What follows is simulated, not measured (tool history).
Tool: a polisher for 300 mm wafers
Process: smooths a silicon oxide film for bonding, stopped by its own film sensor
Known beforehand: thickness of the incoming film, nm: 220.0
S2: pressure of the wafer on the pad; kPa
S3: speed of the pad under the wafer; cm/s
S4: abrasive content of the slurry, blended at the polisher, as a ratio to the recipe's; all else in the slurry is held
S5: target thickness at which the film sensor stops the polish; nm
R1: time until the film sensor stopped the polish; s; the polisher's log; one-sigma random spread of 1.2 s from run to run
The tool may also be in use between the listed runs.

{"run": 1, "day": 0.0, "flow of slurry (ml/min)": 155, "S2": 18.6, "S3": 106, "S4": 1.0, "S5": 154, "R1": 62.502}
{"run": 2, "day": 0.133, "flow of slurry (ml/min)": 155, "S2": 18.6, "S3": 106, "S4": 0.9, "S5": 154, "R1": 63.919}
{"run": 3, "day": 0.412, "flow of slurry (ml/min)": 155, "S2": 18.6, "S3": 116, "S4": 0.9, "S5": 154, "R1": 58.477}
{"run": 4, "day": 0.596, "flow of slurry (ml/min)": 155, "S2": 15.2, "S3": 116, "S4": 0.9, "S5": 154, "R1": 72.1}
{"run": 5, "day": 0.933, "flow of slurry (ml/min)": 155, "S2": 15.2, "S3": 116, "S4": 0.9, "S5": 150, "R1": 77.127}
{"run": 6, "day": 1.188, "flow of slurry (ml/min)": 125, "S2": 15.2, "S3": 116, "S4": 0.9, "S5": 150, "R1": 79.834}
{"run": 7, "day": 1.296, "flow of slurry (ml/min)": 125, "S2": 13.8, "S3": 112, "S4": 0.9, "S5": 150, "R1": 89.306}

Forecast run 8:
{"run": 8, "day": 1.508, "flow of slurry (ml/min)": 125, "S2": 13.1, "S3": 108, "S4": 0.9, "S5": 150, "R1": "?"}

{"run 8": {"R1": 96.906}}
